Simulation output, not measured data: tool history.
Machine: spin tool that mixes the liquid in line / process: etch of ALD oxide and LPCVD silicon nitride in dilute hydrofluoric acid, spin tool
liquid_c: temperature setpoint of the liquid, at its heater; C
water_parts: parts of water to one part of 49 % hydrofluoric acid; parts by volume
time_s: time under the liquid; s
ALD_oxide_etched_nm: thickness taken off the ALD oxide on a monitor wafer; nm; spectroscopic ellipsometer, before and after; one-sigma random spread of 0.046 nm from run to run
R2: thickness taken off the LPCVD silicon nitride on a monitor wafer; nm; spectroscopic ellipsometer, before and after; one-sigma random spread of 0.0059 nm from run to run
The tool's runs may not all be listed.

Run 1, day 0.000: liquid_c 25.0 C, water_parts 45 parts by volume, time_s 30 s. Result: ALD_oxide_etched_nm 22.5860 nm, R2 0.35475 nm.
Run 2, day 0.200: liquid_c 24.0 C, water_parts 50 parts by volume, time_s 30 s. Result: ALD_oxide_etched_nm 19.2730 nm, R2 0.24685 nm.
Run 3, day 0.542: liquid_c 24.0 C, water_parts 55 parts by volume, time_s 30 s. Result: ALD_oxide_etched_nm 17.3740 nm, R2 0.22448 nm.
Run 4, day 0.854: liquid_c 23.0 C, water_parts 65 parts by volume, time_s 20 s. Result: ALD_oxide_etched_nm 9.3797 nm, R2 0.12653 nm.
Run 5, day 1.179: liquid_c 23.0 C, water_parts 65 parts by volume, time_s 35 s. Result: ALD_oxide_etched_nm 15.9870 nm, R2 0.23967 nm.
Run 6, day 1.258: liquid_c 21.5 C, water_parts 65 parts by volume, time_s 35 s. Result: ALD_oxide_etched_nm 15.2070 nm, R2 0.22435 nm.
Run 7, day 1.600: liquid_c 21.0 C, water_parts 65 parts by volume, time_s 35 s. Result: ALD_oxide_etched_nm 15.1590 nm, R2 0.22847 nm.

Run 8 has not been measured yet. What should we expect?
Run 8, day 1.950: liquid_c 20.5 C, water_parts 65 parts by volume, time_s 35 s. Result: ALD_oxide_etched_nm ?, R2 ?.

ALD_oxide_etched_nm: 14.7120 nm
R2: 0.20366 nm
